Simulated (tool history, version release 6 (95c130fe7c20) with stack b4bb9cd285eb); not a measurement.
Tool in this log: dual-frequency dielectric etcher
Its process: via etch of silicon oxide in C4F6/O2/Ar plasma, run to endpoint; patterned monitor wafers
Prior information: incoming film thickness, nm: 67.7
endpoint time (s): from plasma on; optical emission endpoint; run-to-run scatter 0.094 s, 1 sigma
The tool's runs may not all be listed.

run    day  bias power (W)  source power (W)  Ar flow (sccm)  endpoint time (s)
  1      0             559               230             345             18.579
  2  0.283             559               200             345             20.308
  3  0.446             559               170             345             22.034
  4  0.558             610               200             339             19.094
     0.625  -- wet clean of the chamber
  5  0.625             610               200             374             19.053
  6  0.929             652               210             375             17.797

What does the tool deliver on the next run?
  7  1.3             684               220             375                  ?

{"run 7": {"endpoint time (s)": 17.192}}
